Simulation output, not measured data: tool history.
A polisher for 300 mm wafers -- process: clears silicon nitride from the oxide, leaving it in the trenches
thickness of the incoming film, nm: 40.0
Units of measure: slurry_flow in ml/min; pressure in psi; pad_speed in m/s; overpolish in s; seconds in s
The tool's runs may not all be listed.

| run | hour | slurry_flow | pressure | pad_speed | overpolish | seconds |
|---|---|---|---|---|---|---|
| 1 | 0 | 260 | 1.7 | 0.9 | 4 | 64.941 |
| 2 | 4.7 | 315 | 1.7 | 0.9 | 4 | 62.789 |
| 3 | 7.6 | 320 | 1.7 | 0.9 | 4 | 63.104 |
| 4 | 11.9 | 320 | 1.4 | 0.9 | 4 | 73.185 |
| 5 | 16.2 | 320 | 1.5 | 0.9 | 4 | 68.326 |
| 6 | 18.1 | 325 | 1.6 | 0.9 | 4 | 65.896 |

For run 7, what comes out?
| 7 | 20.4 | 325 | 1.7 | 0.9 | 4 | ? |

{"run 7": {"seconds": 63.422}}

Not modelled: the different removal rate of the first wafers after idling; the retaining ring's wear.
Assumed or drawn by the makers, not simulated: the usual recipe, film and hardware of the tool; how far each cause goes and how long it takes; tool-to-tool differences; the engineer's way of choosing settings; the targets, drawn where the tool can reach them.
